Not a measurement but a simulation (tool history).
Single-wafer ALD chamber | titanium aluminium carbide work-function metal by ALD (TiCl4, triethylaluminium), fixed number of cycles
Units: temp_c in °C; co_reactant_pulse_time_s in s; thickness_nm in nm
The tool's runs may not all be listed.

run	hour	temp_c	co_reactant_pulse_time_s	thickness_nm
1	0.0	300	11.79	2.0935
2	6.2	302	12.00	2.1221
3	8.5	304	12.14	2.1226
4	16.6	304	10.59	2.1241
5	18.0	304	12.63	2.1526
6	26.9	306	12.74	2.1594
7	34.3	308	12.91	2.1837

Run 8 comes next. What will it give?
8	39.5	309	13.03	?

Run 8 gave thickness_nm 2.2009 nm.
